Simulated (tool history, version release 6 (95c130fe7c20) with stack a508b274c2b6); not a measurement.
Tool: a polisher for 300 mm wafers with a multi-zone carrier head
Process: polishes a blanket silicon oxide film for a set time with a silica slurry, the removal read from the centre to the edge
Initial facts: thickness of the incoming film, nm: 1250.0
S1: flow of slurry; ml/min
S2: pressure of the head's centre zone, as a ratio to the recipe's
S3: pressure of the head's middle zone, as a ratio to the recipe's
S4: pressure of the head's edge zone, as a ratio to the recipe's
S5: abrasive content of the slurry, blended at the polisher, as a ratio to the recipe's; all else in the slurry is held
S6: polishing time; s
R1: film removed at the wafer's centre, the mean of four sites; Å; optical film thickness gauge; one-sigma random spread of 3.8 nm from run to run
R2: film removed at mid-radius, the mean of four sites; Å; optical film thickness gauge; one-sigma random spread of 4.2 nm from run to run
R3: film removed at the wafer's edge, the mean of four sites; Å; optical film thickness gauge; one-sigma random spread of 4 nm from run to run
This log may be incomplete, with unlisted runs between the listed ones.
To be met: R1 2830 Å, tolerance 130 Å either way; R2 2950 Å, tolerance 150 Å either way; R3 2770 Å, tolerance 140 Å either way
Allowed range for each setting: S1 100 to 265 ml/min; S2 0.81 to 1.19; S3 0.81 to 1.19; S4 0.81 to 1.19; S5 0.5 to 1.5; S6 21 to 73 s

Run 1, hour 0: S1 170 ml/min, S2 1, S3 1, S4 1, S5 1, S6 47 s. Result: R1 2081.7 Å, R2 2076 Å, R3 2166.1 Å.
Run 2, hour 1.7: S1 170 ml/min, S2 1, S3 1, S4 1, S5 1.15, S6 47 s. Result: R1 2188.7 Å, R2 2165.3 Å, R3 2347.9 Å.
Run 3, hour 10.1: S1 170 ml/min, S2 1, S3 0.97, S4 1, S5 1.15, S6 47 s. Result: R1 2210.6 Å, R2 2129.1 Å, R3 2330 Å.
Run 4, hour 13.9: S1 180 ml/min, S2 1.02, S3 1.02, S4 0.98, S5 1.2, S6 48 s. Result: R1 2357.9 Å, R2 2305.1 Å, R3 2453.6 Å.
Run 5, hour 18.4: S1 190 ml/min, S2 1.04, S3 1.07, S4 0.96, S5 1.25, S6 49 s. Result: R1 2578.2 Å, R2 2532.3 Å, R3 2440.9 Å.
Run 6, hour 26.3: S1 190 ml/min, S2 1.08, S3 1.07, S4 0.96, S5 1.25, S6 49 s. Result: R1 2601.5 Å, R2 2476 Å, R3 2471.2 Å.
Run 7, hour 35.2: S1 195 ml/min, S2 1.07, S3 1.09, S4 0.98, S5 1.3, S6 49 s. Result: R1 2716.4 Å, R2 2650.1 Å, R3 2575.6 Å.
Run 8, hour 42.8: S1 200 ml/min, S2 1.06, S3 1.1, S4 1, S5 1.3, S6 49 s. Result: R1 2568.2 Å, R2 2599.5 Å, R3 2599.6 Å.
Run 9, hour 44.9: S1 200 ml/min, S2 1.06, S3 1.12, S4 0.99, S5 1.35, S6 49 s. Result: R1 2692 Å, R2 2731.2 Å, R3 2520.1 Å.
Run 10, hour 52.1: S1 205 ml/min, S2 1.06, S3 1.12, S4 1.01, S5 1.4, S6 49 s. Result: R1 2628.8 Å, R2 2755.9 Å, R3 2644.5 Å.

Which of these 4 next moves meets every target?
Run A, hour 59.3: S1 200 ml/min, S2 1.01, S3 1.11, S4 0.93, S5 1.4, S6 53 s. Result: R1 ?, R2 ?, R3 ?.
Run B, hour 59.3: S1 245 ml/min, S2 0.9, S3 0.95, S4 1.19, S5 1.45, S6 48 s. Result: R1 ?, R2 ?, R3 ?.
Run C, hour 59.3: S1 185 ml/min, S2 1.04, S3 1.05, S4 0.98, S5 1.5, S6 47 s. Result: R1 ?, R2 ?, R3 ?.
Run D, hour 59.3: S1 230 ml/min, S2 0.91, S3 1.19, S4 1.19, S5 1.4, S6 50 s. Result: R1 ?, R2 ?, R3 ?.

move      R1      R2      R3
   A  2797.7    2867  2807.4
   B    2340  2363.3  2892.1
   C  2591.2  2463.8  2586.5
   D  2419.5  2915.5  2950.2
A: every result lands within tolerance
B: the biggest miss grows against the last run
C: the biggest miss grows against the last run
D: the biggest miss grows against the last run
Go with A: it meets all targets.
